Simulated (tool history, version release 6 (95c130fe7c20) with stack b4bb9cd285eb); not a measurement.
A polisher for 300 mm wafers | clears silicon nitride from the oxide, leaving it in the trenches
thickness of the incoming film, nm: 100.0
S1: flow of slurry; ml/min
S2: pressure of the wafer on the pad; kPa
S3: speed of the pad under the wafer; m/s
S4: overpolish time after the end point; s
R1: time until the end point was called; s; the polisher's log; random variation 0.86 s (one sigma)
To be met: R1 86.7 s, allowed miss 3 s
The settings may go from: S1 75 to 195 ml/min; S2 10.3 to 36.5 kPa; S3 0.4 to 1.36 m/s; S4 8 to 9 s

run    day   S1    S2    S3  S4      R1
  1      0  125  23.4  0.88   9  105.57
  2  0.108  125  19.3  0.88   9  120.88
  3  0.483  125  19.3  0.98   9   108.4
  4  0.554  125  19.3   0.9   9   119.2
  5   0.85  135  21.4   0.9   9  108.74
  6  1.125  140  22.8   0.9   9  102.62
  7  1.379  145  24.1   0.9   9  99.247
  8  1.492  145  25.5   0.9   9  93.446
  9  1.558  145  26.2   0.9   9  90.505

4 next moves are on the table. One of them brings every result within its allowed miss. Which?
  A  1.625  130  30.3  0.94   8   ?
  B  1.625  150  27.6  0.84   8   ?
  C  1.625  120  33.8   0.8   8   ?
  D  1.625  145    29   0.8   9   ?

move      R1
   A   81.41
   B  94.959
   C  89.041
   D  96.509
A: takes the result that was furthest off past its target
B: further off than the last run
C: meets every target
D: further off than the last run
The right move is C.
